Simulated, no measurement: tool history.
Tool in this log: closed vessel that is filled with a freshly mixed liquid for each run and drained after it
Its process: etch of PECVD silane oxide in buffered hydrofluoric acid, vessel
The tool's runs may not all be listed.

run	hour	temperature setpoint of the liquid (C)	parts of 40 % ammonium fluoride to one part of 49 % hydrofluoric acid (parts by volume)	time in the liquid (s)	thickness taken off the PECVD silane oxide on a monitor wafer (Å)
1	0	23	20.5	90	1541.4
2	7.9	26	20.5	90	1810
3	16.7	22.5	20.5	90	1481.1
4	25.3	23.5	20.5	90	1575.4
5	27.4	23.5	20.5	90	1573.5
6	28.8	21.5	20.5	90	1407.3
7	35.6	22.5	20.5	90	1496.5

What will run 8 give?
8	38.6	26.5	20	90	?

Run 8 yielded thickness taken off the PECVD silane oxide on a monitor wafer (Å) 1875.6.
